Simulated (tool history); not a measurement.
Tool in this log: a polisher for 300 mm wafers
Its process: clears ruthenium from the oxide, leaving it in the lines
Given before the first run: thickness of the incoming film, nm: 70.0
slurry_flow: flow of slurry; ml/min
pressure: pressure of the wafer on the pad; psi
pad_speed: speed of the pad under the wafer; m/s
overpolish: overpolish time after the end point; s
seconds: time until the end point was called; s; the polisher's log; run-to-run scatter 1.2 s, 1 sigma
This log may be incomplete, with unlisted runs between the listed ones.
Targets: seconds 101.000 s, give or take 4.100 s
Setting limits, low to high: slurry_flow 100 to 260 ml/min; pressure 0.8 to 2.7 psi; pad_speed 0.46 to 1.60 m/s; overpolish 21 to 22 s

| run | day | slurry_flow | pressure | pad_speed | overpolish | seconds |
|---|---|---|---|---|---|---|
| 1 | 0.000 | 165 | 1.7 | 1.02 | 21 | 81.421 |
| 2 | 0.246 | 165 | 1.6 | 1.02 | 21 | 88.367 |
| 3 | 0.438 | 140 | 1.6 | 1.02 | 21 | 87.877 |
| 4 | 0.625 | 155 | 1.6 | 1.02 | 21 | 87.264 |
| 5 | 0.983 | 155 | 1.6 | 1.22 | 21 | 74.357 |
| 6 | 1.333 | 155 | 1.5 | 1.22 | 21 | 77.778 |
| 7 | 1.654 | 155 | 1.4 | 1.22 | 21 | 84.961 |
| 8 | 1.679 | 155 | 1.3 | 1.22 | 21 | 89.212 |

Exactly one of the 5 candidate moves below puts every result within its allowed miss. Which one?
| A | 1.704 | 150 | 1.3 | 1.16 | 21 | ? |
| B | 1.704 | 170 | 1.4 | 1.38 | 22 | ? |
| C | 1.704 | 185 | 1.9 | 0.72 | 21 | ? |
| D | 1.704 | 140 | 1.0 | 1.32 | 22 | ? |
| E | 1.704 | 160 | 1.1 | 1.18 | 21 | ? |

| move | seconds |
|---|---|
| A | 95.218 |
| B | 73.406 |
| C | 101.340 |
| D | 109.130 |
| E | 108.770 |
A: nearer than the last run, and not there yet
B: further off than the last run
C: every result within its allowed miss
D: pushes the last run's worst result past its target
E: pushes the last run's worst result past its target
Move C is the one to make.
